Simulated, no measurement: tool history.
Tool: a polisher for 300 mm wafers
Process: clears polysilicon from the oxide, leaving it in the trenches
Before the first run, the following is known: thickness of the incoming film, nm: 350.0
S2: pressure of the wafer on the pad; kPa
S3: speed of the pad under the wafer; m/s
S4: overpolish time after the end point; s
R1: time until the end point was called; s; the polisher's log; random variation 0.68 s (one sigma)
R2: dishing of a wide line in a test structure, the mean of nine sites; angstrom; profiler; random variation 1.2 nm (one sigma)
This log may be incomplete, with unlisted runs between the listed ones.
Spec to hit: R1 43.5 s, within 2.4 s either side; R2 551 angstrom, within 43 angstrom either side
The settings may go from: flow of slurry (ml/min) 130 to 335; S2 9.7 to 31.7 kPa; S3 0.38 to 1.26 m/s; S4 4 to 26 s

run 1 hour=0 | flow_of_slurry_(ml/min)=215 S2=20.7 S3=0.82 S4=13 | R1=28.897 R2=544.56
run 2 hour=4.2 | flow_of_slurry_(ml/min)=215 S2=19.3 S3=0.82 S4=14 | R1=31.216 R2=522.64
run 3 hour=10 | flow_of_slurry_(ml/min)=215 S2=14.5 S3=0.82 S4=14 | R1=40.901 R2=501.83
run 4 hour=16.2 | flow_of_slurry_(ml/min)=215 S2=14.5 S3=0.82 S4=15 | R1=39.875 R2=532.63
run 5 hour=19.1 | flow_of_slurry_(ml/min)=255 S2=14.5 S3=0.82 S4=15 | R1=39.456 R2=519.39
run 6 hour=22.4 | flow_of_slurry_(ml/min)=255 S2=14.5 S3=0.82 S4=11 | R1=39.802 R2=467.78
run 7 hour=24.4 | flow_of_slurry_(ml/min)=255 S2=14.5 S3=0.82 S4=11 | R1=38.939 R2=489.39
run 8 hour=27.8 | flow_of_slurry_(ml/min)=255 S2=11.7 S3=0.8 S4=17 | R1=47.69 R2=523

Next run, 4 choices. One meets every target within its allowed miss, the rest don't. Which?
run A hour=31.2 | flow_of_slurry_(ml/min)=275 S2=13.1 S3=0.68 S4=14 | R1=? R2=?
run B hour=31.2 | flow_of_slurry_(ml/min)=235 S2=12.4 S3=0.72 S4=21 | R1=? R2=?
run C hour=31.2 | flow_of_slurry_(ml/min)=270 S2=9.7 S3=1.04 S4=19 | R1=? R2=?
run D hour=31.2 | flow_of_slurry_(ml/min)=210 S2=11 S3=0.96 S4=13 | R1=? R2=?

move=A R1=50.536 R2=482.72
move=B R1=50.649 R2=549.82
move=C R1=42.556 R2=559.12
move=D R1=42.502 R2=501.48
A: moves away from the targets compared with the last run
B: moves away from the targets compared with the last run
C: all results land within tolerance of their targets
D: brings the last run's worst result on target, with another outside its allowed miss
Go with C: it meets all targets.
